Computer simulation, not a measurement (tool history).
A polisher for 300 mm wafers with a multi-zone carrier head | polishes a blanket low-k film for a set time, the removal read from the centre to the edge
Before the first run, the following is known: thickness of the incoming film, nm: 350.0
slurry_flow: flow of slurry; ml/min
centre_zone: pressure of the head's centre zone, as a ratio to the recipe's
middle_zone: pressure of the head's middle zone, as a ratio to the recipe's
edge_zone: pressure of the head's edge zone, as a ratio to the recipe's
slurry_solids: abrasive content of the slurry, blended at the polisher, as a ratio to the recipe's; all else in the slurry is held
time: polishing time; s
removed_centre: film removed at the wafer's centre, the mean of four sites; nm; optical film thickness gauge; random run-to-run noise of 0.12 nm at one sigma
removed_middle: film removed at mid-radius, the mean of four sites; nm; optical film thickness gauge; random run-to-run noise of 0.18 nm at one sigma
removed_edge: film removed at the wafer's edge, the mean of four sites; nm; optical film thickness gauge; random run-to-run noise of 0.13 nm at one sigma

run    day  slurry_flow  centre_zone  middle_zone  edge_zone  slurry_solids  time  removed_centre  removed_middle  removed_edge
  1  0.000          235         1.00         1.00       1.00           1.00    46          20.507          19.873        20.021
  2  0.129          235         1.07         1.00       1.00           1.00    46          21.694          20.078        20.041
  3  0.279          235         1.07         1.04       1.00           1.00    46          21.672          20.656        20.235
  4  0.338          235         1.07         1.02       0.98           0.95    45          20.683          19.845        18.768
  5  0.588          235         1.08         0.99       0.98           0.90    44          19.877          17.950        17.972
  6  0.650          235         1.08         0.99       0.98           0.70    44          16.934          15.160        15.447
  7  0.908          235         1.08         0.98       0.96           0.70    44          16.680          15.295        15.069
  8  1.050          230         1.09         0.96       0.94           0.70    44          16.782          14.907        14.996
  9  1.333          230         1.10         0.95       0.93           0.70    44          16.823          14.687        14.974
 10  1.529          230         1.11         0.95       0.92           0.70    44          17.324          14.803        14.627
 11  1.825          225         1.11         0.94       0.91           0.70    44          16.914          14.864        14.841
 12  2.008          230         1.12         0.94       0.90           0.70    44          17.337          14.235        14.417
 13  2.271          230         1.12         0.94       0.89           0.70    44          17.421          14.731        14.352
 14  2.588          230         1.12         0.93       0.88           0.70    44          17.277          14.538        14.386

Estimate the outcome of run 15 from the log above:
 15  2.667          205         1.14         0.91       0.81           0.50    44               ?               ?             ?

Run 15 gave removed_centre 13.023 nm, removed_middle 10.439 nm, removed_edge 10.229 nm.
